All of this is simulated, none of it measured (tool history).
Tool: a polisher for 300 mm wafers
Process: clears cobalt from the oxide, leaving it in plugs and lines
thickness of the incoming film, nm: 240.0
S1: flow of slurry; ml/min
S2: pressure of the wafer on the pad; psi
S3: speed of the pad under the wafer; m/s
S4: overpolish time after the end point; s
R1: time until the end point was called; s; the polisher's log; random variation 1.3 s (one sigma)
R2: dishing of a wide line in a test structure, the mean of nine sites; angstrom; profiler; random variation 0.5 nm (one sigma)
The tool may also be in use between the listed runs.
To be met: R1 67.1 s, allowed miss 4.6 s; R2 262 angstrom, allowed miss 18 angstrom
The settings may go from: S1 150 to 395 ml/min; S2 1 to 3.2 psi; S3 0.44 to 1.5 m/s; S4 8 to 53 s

run	hour	S1	S2	S3	S4	R1	R2
1	0	250	2.1	0.96	27	60.893	540.83
2	7.2	245	2	0.94	21	64.246	466.08
3	15.2	215	1.7	1.06	17	68.01	418.94
4	21.4	195	1.5	1.18	14	68.713	372.43
5	30.2	225	1.5	1.18	14	69.196	391.8
6	38.9	225	1.5	1.28	14	63.327	389.46
7	46.6	200	1.3	1.36	12	68.918	341.76
8	48.3	185	1.2	1.4	11	72.1	306.27
9	50.9	175	1.2	1.44	10	72.399	281.53

4 next moves are on the table. One of them brings every result within its allowed miss. Which?
A	53.5	255	1.4	1.28	8	?	?
B	53.5	155	1	1.48	12	?	?
C	53.5	175	1.2	1.36	11	?	?
D	53.5	155	1.4	1.38	10	?	?

move	R1	R2
A	66.235	266.88
B	80.838	310.34
C	74.297	309.65
D	65.972	314.57
A: meets every target
B: further off than the last run
C: further off than the last run
D: brings the result that was furthest off to its target, and leaves another outside
Move A is the one to make.

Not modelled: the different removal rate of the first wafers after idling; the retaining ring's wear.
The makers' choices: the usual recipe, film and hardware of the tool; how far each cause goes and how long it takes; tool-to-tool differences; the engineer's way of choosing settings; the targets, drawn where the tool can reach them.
